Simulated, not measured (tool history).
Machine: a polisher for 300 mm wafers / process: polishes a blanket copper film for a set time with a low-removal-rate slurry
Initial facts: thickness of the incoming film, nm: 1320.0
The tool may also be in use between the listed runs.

run,hour,flow of slurry (ml/min),pressure of the wafer on the pad (kPa),speed of the pad under the wafer (m/s),abrasive content of the slurry,polishing time (s),film removed (Å)
1,0.0,195,22.8,0.84,1.0,99,2511.9
2,8.1,195,20.7,0.84,1.0,99,2315.0
3,11.5,195,20.7,0.84,1.0,99,2317.7
4,12.8,195,20.7,0.84,1.0,104,2448.5
5,21.4,195,20.7,0.84,1.0,99,2249.8
6,27.0,195,20.7,0.84,1.0,104,2453.5

Run 7 comes next. What will it give?
7,28.9,190,13.8,0.82,1.0,104,?

{"run 7": {"film removed (Å)": 1618.9}}
